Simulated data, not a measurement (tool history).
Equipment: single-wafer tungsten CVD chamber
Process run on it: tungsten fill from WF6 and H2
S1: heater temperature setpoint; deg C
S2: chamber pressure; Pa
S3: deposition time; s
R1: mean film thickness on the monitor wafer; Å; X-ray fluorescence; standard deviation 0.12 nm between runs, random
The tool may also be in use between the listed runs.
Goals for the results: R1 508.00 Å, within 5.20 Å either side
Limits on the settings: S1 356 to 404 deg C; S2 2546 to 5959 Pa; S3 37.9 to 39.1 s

run 1 hour=0.0 | S1=380 S2=4253 S3=37.9 | R1=743.85
run 2 hour=7.6 | S1=376 S2=4253 S3=37.9 | R1=692.56
run 3 hour=8.5 | S1=374 S2=4253 S3=37.9 | R1=664.72
run 4 hour=9.9 | S1=364 S2=4253 S3=37.9 | R1=548.78
run 5 hour=10.5 | S1=368 S2=4253 S3=37.9 | R1=595.57
run 6 hour=12.7 | S1=367 S2=4253 S3=37.9 | R1=582.25
run 7 hour=13.2 | S1=366 S2=4253 S3=37.9 | R1=570.40
run 8 hour=15.6 | S1=359 S2=4253 S3=37.9 | R1=495.22
run 9 hour=22.8 | S1=359 S2=4253 S3=37.9 | R1=496.18

Pick the move, out of 4, that brings all results within their allowed miss; only one does.
run A hour=30.0 | S1=356 S2=4906 S3=38.2 | R1=?
run B hour=30.0 | S1=356 S2=4600 S3=38.8 | R1=?
run C hour=30.0 | S1=357 S2=4333 S3=38.0 | R1=?
run D hour=30.0 | S1=363 S2=3466 S3=38.0 | R1=?

move=A R1=494.40
move=B R1=492.70
move=C R1=483.89
move=D R1=512.91
A: misses by more than the last run did
B: misses by more than the last run did
C: misses by more than the last run did
D: all results in spec
The right move is D.
